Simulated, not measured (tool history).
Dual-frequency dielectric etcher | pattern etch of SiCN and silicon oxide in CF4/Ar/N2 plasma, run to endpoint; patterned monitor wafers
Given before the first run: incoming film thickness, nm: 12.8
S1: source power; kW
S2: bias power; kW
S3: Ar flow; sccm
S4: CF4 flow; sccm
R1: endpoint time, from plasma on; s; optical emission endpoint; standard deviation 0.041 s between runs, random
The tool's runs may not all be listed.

Run 1, hour 0.0: S1 0.570 kW, S2 0.079 kW, S3 119 sccm, S4 63 sccm. Result: R1 12.093 s.
Run 2, hour 4.1: S1 0.570 kW, S2 0.079 kW, S3 134 sccm, S4 63 sccm. Result: R1 12.424 s.
Run 3, hour 9.5: S1 0.570 kW, S2 0.079 kW, S3 134 sccm, S4 53 sccm. Result: R1 13.125 s.
Run 4, hour 11.8: S1 0.570 kW, S2 0.092 kW, S3 134 sccm, S4 53 sccm. Result: R1 12.351 s.
Run 5, hour 20.6: S1 0.570 kW, S2 0.092 kW, S3 134 sccm, S4 61 sccm. Result: R1 11.794 s.
Run 6, hour 21.3: S1 0.590 kW, S2 0.092 kW, S3 134 sccm, S4 61 sccm. Result: R1 11.457 s.
Run 7, hour 29.0: S1 0.610 kW, S2 0.092 kW, S3 134 sccm, S4 61 sccm. Result: R1 11.217 s.

What will run 8 give?
Run 8, hour 30.4: S1 0.630 kW, S2 0.092 kW, S3 134 sccm, S4 61 sccm. Result: R1 ?.

{"run 8": {"R1": 10.861}}
